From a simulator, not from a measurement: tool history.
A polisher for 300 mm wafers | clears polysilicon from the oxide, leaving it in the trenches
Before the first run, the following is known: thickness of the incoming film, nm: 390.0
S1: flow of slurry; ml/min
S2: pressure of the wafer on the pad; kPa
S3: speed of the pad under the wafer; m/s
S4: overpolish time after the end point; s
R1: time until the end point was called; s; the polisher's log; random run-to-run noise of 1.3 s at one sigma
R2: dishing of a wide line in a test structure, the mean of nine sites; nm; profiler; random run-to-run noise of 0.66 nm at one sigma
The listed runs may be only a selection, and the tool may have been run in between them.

| run | hour | S1 | S2 | S3 | S4 | R1 | R2 |
|---|---|---|---|---|---|---|---|
| 1 | 0 | 255 | 13.1 | 1.12 | 11 | 37.326 | 56.819 |
| 2 | 6.6 | 255 | 11.7 | 1.12 | 11 | 40.643 | 54.74 |
| 3 | 13.8 | 255 | 11.7 | 1.36 | 11 | 34.017 | 59.606 |
| 4 | 18.1 | 255 | 13.8 | 1.36 | 11 | 29.815 | 64.583 |
| 5 | 20.9 | 250 | 11.7 | 1.2 | 9 | 39.316 | 50.548 |
| 6 | 27.6 | 245 | 10.3 | 1.1 | 7 | 48.326 | 37.862 |
| 7 | 31.9 | 245 | 9 | 1.08 | 7 | 55.025 | 34.31 |

Run 8 is up next; what results do you expect?
| 8 | 38.8 | 245 | 8.3 | 1.06 | 7 | ? | ? |

Run 8 came out at R1 59.169 s, R2 30.142 nm.
